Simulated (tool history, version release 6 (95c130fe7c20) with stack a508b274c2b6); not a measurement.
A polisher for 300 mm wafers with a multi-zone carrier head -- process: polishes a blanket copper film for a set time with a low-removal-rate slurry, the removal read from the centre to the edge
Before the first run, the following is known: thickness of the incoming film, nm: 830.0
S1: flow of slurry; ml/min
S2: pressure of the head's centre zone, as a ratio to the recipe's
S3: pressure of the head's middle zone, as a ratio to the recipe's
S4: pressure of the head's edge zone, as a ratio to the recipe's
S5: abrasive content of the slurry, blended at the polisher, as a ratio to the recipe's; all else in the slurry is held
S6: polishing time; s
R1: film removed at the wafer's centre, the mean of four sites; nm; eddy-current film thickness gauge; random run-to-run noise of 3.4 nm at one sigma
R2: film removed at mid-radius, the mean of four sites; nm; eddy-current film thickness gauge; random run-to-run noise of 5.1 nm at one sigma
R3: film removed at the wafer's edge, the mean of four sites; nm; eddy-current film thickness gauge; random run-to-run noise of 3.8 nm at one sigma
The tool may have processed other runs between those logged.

run	day	S1	S2	S3	S4	S5	S6	R1	R2	R3
1	0	305	1	1	1	1	74	256.51	258.75	259.05
2	0.225	305	1	1.07	1	1	74	251.61	273.58	256.51
3	0.358	310	1.03	1.07	1.02	1.1	77	276	289.33	273.17
4	0.675	310	1.03	0.99	1.02	1.1	77	280.47	272.61	271.08
5	1.046	310	1.03	1.07	1.02	1.1	77	278.93	290.66	269.37
6	1.117	310	1.03	1.07	1.02	1.15	77	284.47	298.14	278.29
7	1.242	310	1.03	1.07	1.02	1.15	77	277.93	296.7	278.84
8	1.571	315	1.05	1.06	1.03	1.2	80	299.65	303.72	292.78
9	1.888	320	1.07	1.07	1.03	1.25	83	323.3	321.13	308.34

Run 10 comes next. What will it give?
10	2.175	325	1.09	1.08	1.04	1.3	85	?	?	?

For run 10 the tool returned R1 342.4 nm, R2 334.87 nm, R3 319.43 nm.
